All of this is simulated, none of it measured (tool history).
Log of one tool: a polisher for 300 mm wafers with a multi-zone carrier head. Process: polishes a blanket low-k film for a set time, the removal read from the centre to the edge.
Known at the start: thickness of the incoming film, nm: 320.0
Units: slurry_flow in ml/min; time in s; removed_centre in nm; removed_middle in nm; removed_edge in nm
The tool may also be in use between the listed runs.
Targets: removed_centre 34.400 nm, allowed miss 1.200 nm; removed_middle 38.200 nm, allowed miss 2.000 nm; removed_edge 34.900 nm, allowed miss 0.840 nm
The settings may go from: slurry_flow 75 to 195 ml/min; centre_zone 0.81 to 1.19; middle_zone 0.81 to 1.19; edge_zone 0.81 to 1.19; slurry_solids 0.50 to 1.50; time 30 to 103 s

Run 1, hour 0.0: slurry_flow 125 ml/min, centre_zone 1.00, middle_zone 1.00, edge_zone 1.00, slurry_solids 1.00, time 66 s. Result: removed_centre 25.110 nm, removed_middle 25.499 nm, removed_edge 24.028 nm.
Run 2, hour 3.5: slurry_flow 150 ml/min, centre_zone 1.00, middle_zone 1.00, edge_zone 1.00, slurry_solids 1.00, time 66 s. Result: removed_centre 26.762 nm, removed_middle 25.840 nm, removed_edge 24.619 nm.
Run 3, hour 11.6: slurry_flow 150 ml/min, centre_zone 1.00, middle_zone 1.00, edge_zone 0.94, slurry_solids 1.00, time 66 s. Result: removed_centre 26.965 nm, removed_middle 25.553 nm, removed_edge 24.203 nm.
Run 4, hour 14.8: slurry_flow 150 ml/min, centre_zone 1.00, middle_zone 1.00, edge_zone 0.94, slurry_solids 1.00, time 51 s. Result: removed_centre 20.852 nm, removed_middle 20.190 nm, removed_edge 18.456 nm.
Run 5, hour 20.9: slurry_flow 135 ml/min, centre_zone 1.00, middle_zone 1.00, edge_zone 0.94, slurry_solids 1.00, time 51 s. Result: removed_centre 20.423 nm, removed_middle 19.492 nm, removed_edge 18.411 nm.
At hour 27.5: worn pad replaced by a new one.
Run 6, hour 27.5: slurry_flow 135 ml/min, centre_zone 1.00, middle_zone 1.00, edge_zone 0.94, slurry_solids 1.00, time 60 s. Result: removed_centre 26.263 nm, removed_middle 26.470 nm, removed_edge 24.052 nm.
Run 7, hour 33.0: slurry_flow 125 ml/min, centre_zone 0.99, middle_zone 0.97, edge_zone 0.92, slurry_solids 1.00, time 60 s. Result: removed_centre 25.476 nm, removed_middle 24.299 nm, removed_edge 23.304 nm.
Run 8, hour 35.6: slurry_flow 120 ml/min, centre_zone 0.97, middle_zone 0.98, edge_zone 0.90, slurry_solids 1.10, time 61 s. Result: removed_centre 26.220 nm, removed_middle 25.889 nm, removed_edge 24.358 nm.
Run 9, hour 37.6: slurry_flow 115 ml/min, centre_zone 0.95, middle_zone 0.98, edge_zone 0.88, slurry_solids 1.20, time 63 s. Result: removed_centre 26.868 nm, removed_middle 26.478 nm, removed_edge 25.558 nm.
Run 10, hour 41.0: slurry_flow 110 ml/min, centre_zone 0.94, middle_zone 1.00, edge_zone 0.87, slurry_solids 1.25, time 66 s. Result: removed_centre 27.848 nm, removed_middle 29.156 nm, removed_edge 26.757 nm.
Run 11, hour 45.5: slurry_flow 110 ml/min, centre_zone 0.93, middle_zone 1.00, edge_zone 0.86, slurry_solids 1.30, time 69 s. Result: removed_centre 29.487 nm, removed_middle 31.259 nm, removed_edge 27.785 nm.

Which of these 5 next moves meets every target?
Run A, hour 50.0: slurry_flow 75 ml/min, centre_zone 0.96, middle_zone 1.10, edge_zone 1.00, slurry_solids 1.45, time 56 s. Result: removed_centre ?, removed_middle ?, removed_edge ?.
Run B, hour 50.0: slurry_flow 180 ml/min, centre_zone 0.88, middle_zone 1.01, edge_zone 0.93, slurry_solids 1.15, time 81 s. Result: removed_centre ?, removed_middle ?, removed_edge ?.
Run C, hour 50.0: slurry_flow 80 ml/min, centre_zone 0.81, middle_zone 1.12, edge_zone 0.93, slurry_solids 1.40, time 91 s. Result: removed_centre ?, removed_middle ?, removed_edge ?.
Run D, hour 50.0: slurry_flow 100 ml/min, centre_zone 0.96, middle_zone 0.91, edge_zone 0.87, slurry_solids 1.25, time 87 s. Result: removed_centre ?, removed_middle ?, removed_edge ?.
Run E, hour 50.0: slurry_flow 80 ml/min, centre_zone 0.88, middle_zone 0.98, edge_zone 0.90, slurry_solids 1.05, time 100 s. Result: removed_centre ?, removed_middle ?, removed_edge ?.

move  removed_centre  removed_middle  removed_edge
   A          22.889          25.003        23.504
   B          34.549          37.339        34.710
   C          31.612          41.536        37.106
   D          36.750          33.864        34.663
   E          34.310          37.038        36.687
A: further off than the last run
B: meets every target
C: takes the result that was furthest off past its target
D: brings the result that was furthest off to its target, and leaves another outside
E: takes the result that was furthest off past its target
Answer: B
